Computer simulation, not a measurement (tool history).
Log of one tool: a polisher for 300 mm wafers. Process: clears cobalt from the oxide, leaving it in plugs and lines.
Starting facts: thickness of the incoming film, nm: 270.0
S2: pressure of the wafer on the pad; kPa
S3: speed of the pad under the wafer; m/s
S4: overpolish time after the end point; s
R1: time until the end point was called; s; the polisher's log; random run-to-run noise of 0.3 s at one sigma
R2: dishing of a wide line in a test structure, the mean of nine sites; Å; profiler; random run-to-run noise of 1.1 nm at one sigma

Run 1, day 0.000: flow of slurry (ml/min) 275, S2 13.1 kPa, S3 0.78 m/s, S4 17 s. Result: R1 66.856 s, R2 413.66 Å.
Run 2, day 0.204: flow of slurry (ml/min) 275, S2 13.1 kPa, S3 0.86 m/s, S4 17 s. Result: R1 61.919 s, R2 426.27 Å.
Run 3, day 0.429: flow of slurry (ml/min) 275, S2 14.5 kPa, S3 0.86 m/s, S4 16 s. Result: R1 55.877 s, R2 465.27 Å.
Run 4, day 0.738: flow of slurry (ml/min) 275, S2 16.5 kPa, S3 0.86 m/s, S4 16 s. Result: R1 48.977 s, R2 472.08 Å.
Run 5, day 0.817: flow of slurry (ml/min) 275, S2 17.2 kPa, S3 0.86 m/s, S4 15 s. Result: R1 47.080 s, R2 464.55 Å.
Run 6, day 0.962: flow of slurry (ml/min) 275, S2 15.9 kPa, S3 0.86 m/s, S4 15 s. Result: R1 51.182 s, R2 450.09 Å.
Run 7, day 1.025: flow of slurry (ml/min) 275, S2 16.5 kPa, S3 0.86 m/s, S4 14 s. Result: R1 48.675 s, R2 453.42 Å.
Run 8, day 1.100: flow of slurry (ml/min) 285, S2 20.7 kPa, S3 0.86 m/s, S4 10 s. Result: R1 39.538 s, R2 418.13 Å.

The next listed run, before its measurement:
Run 9, day 1.325: flow of slurry (ml/min) 285, S2 20.7 kPa, S3 0.88 m/s, S4 11 s. Result: R1 ?, R2 ?.

Logged for run 9: R1 38.771 s, R2 432.59 Å.

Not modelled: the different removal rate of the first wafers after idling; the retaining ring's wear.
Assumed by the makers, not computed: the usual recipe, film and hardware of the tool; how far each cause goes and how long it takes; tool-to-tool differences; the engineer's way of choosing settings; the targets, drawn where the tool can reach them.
